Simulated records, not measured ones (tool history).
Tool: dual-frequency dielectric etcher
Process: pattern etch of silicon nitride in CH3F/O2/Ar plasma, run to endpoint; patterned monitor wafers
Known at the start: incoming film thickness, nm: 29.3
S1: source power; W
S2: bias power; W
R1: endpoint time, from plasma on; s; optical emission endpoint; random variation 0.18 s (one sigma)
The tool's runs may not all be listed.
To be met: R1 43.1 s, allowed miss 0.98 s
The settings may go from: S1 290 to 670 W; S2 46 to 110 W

run	hour	S1	S2	R1
1	0	480	78	38.1
2	5.6	550	78	36.221
3	11.4	630	78	34.237
4	19.8	560	75	36.258
5	20.8	560	84	35.094
6	29.3	500	80	37.219
7	30.5	460	78	38.702
8	34.8	430	76	39.915
9	36.4	430	76	40.175
10	44	410	75	41.228
11	46.6	410	75	41.273
12	51.9	400	75	41.635

4 next moves are on the table. One of them brings every result within its allowed miss. Which?
A	57.2	370	78	?
B	57.2	370	65	?
C	57.2	370	64	?
D	57.2	360	64	?

move	R1
A	42.665
B	44.765
C	44.941
D	45.479
A: meets every target
B: takes the result that was furthest off past its target
C: takes the result that was furthest off past its target
D: takes the result that was furthest off past its target
Move A is the one to make.
